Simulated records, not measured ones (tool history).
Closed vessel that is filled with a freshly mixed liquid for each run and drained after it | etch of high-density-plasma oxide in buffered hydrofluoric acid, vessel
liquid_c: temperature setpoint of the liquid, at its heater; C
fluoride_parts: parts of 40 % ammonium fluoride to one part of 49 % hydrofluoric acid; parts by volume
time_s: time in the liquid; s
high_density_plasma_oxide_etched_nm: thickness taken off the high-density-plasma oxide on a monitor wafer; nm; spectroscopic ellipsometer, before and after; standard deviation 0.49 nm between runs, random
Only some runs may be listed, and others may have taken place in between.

run	hour	liquid_c	fluoride_parts	time_s	high_density_plasma_oxide_etched_nm
1	0.0	24.0	13	90	113.44
2	2.1	24.0	13	95	119.62
3	3.4	23.5	13	95	116.31
4	4.3	23.5	13	90	109.74
5	7.3	26.5	13	90	130.90
6	10.0	26.0	13	90	127.30
7	11.2	25.5	13	90	123.55

Expected results for the next run?
8	12.9	25.0	13	90	?

high_density_plasma_oxide_etched_nm: 119.91 nm

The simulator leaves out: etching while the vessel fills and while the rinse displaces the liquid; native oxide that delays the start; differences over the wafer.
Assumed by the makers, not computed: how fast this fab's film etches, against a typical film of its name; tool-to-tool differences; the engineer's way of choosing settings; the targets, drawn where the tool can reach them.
